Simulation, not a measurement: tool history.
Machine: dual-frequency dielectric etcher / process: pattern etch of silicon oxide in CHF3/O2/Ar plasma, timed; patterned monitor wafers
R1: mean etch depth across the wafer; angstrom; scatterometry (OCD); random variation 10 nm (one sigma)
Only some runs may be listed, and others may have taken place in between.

run 1 hour=0 | source_power_(kW)=0.56 bias_power_(kW)=0.236 etch_time_(s)=797 | R1=17295
run 2 hour=5.4 | source_power_(kW)=0.56 bias_power_(kW)=0.236 etch_time_(s)=832.5 | R1=18296
run 3 hour=11.6 | source_power_(kW)=0.62 bias_power_(kW)=0.236 etch_time_(s)=832.5 | R1=18808
run 4 hour=17.7 | source_power_(kW)=0.6 bias_power_(kW)=0.226 etch_time_(s)=829.5 | R1=18380
run 5 hour=23.8 | source_power_(kW)=0.57 bias_power_(kW)=0.218 etch_time_(s)=827 | R1=17738
run 6 hour=30.6 | source_power_(kW)=0.57 bias_power_(kW)=0.194 etch_time_(s)=827 | R1=17107

Estimate the outcome of run 7 from the log above:
run 7 hour=36.2 | source_power_(kW)=0.55 bias_power_(kW)=0.191 etch_time_(s)=826.5 | R1=?

R1: 16689 angstrom

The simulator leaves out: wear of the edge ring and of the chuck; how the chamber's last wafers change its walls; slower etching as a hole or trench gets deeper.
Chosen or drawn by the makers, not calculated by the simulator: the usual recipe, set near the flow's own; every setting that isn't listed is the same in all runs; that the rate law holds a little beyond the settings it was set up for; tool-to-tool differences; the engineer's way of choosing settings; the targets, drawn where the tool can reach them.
